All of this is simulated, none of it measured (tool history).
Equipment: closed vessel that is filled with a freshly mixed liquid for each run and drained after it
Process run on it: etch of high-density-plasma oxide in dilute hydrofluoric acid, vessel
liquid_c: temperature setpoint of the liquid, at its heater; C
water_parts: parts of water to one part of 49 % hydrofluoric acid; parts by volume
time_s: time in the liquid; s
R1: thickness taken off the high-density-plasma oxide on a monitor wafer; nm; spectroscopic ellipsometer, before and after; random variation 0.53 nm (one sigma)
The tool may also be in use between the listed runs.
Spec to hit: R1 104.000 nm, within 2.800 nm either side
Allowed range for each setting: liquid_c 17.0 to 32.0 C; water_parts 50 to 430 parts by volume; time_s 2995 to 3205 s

{"run": 1, "hour": 0.0, "liquid_c": 24.0, "water_parts": 240, "time_s": 2995, "R1": 57.713}
{"run": 2, "hour": 4.5, "liquid_c": 25.5, "water_parts": 225, "time_s": 2995, "R1": 66.131}
{"run": 3, "hour": 6.6, "liquid_c": 25.5, "water_parts": 225, "time_s": 3205, "R1": 70.801}
{"run": 4, "hour": 12.5, "liquid_c": 25.5, "water_parts": 225, "time_s": 2995, "R1": 65.553}
{"run": 5, "hour": 17.2, "liquid_c": 25.5, "water_parts": 175, "time_s": 2995, "R1": 89.213}
{"run": 6, "hour": 22.3, "liquid_c": 26.5, "water_parts": 175, "time_s": 2995, "R1": 93.778}
{"run": 7, "hour": 27.7, "liquid_c": 27.0, "water_parts": 175, "time_s": 2995, "R1": 95.009}
{"run": 8, "hour": 35.8, "liquid_c": 27.5, "water_parts": 175, "time_s": 2995, "R1": 97.45}
{"run": 9, "hour": 38.4, "liquid_c": 28.0, "water_parts": 175, "time_s": 2995, "R1": 98.811}
{"run": 10, "hour": 43.0, "liquid_c": 28.5, "water_parts": 175, "time_s": 2995, "R1": 100.55}

Pick the move, out of 4, that brings all results within their allowed miss; only one does.
{"run": "A", "hour": 47.6, "liquid_c": 32.0, "water_parts": 200, "time_s": 3090, "R1": "?"}
{"run": "B", "hour": 47.6, "liquid_c": 29.0, "water_parts": 165, "time_s": 3120, "R1": "?"}
{"run": "C", "hour": 47.6, "liquid_c": 23.5, "water_parts": 160, "time_s": 3050, "R1": "?"}
{"run": "D", "hour": 47.6, "liquid_c": 27.5, "water_parts": 165, "time_s": 2995, "R1": "?"}

move=A R1=99.841
move=B R1=115.060
move=C R1=95.187
move=D R1=104.620
A: lands further from the targets than the last run did
B: moves the result that the last run missed by most past its target, out the other side
C: lands further from the targets than the last run did
D: hits every target within its allowed miss
Correct choice: D, which meets every target
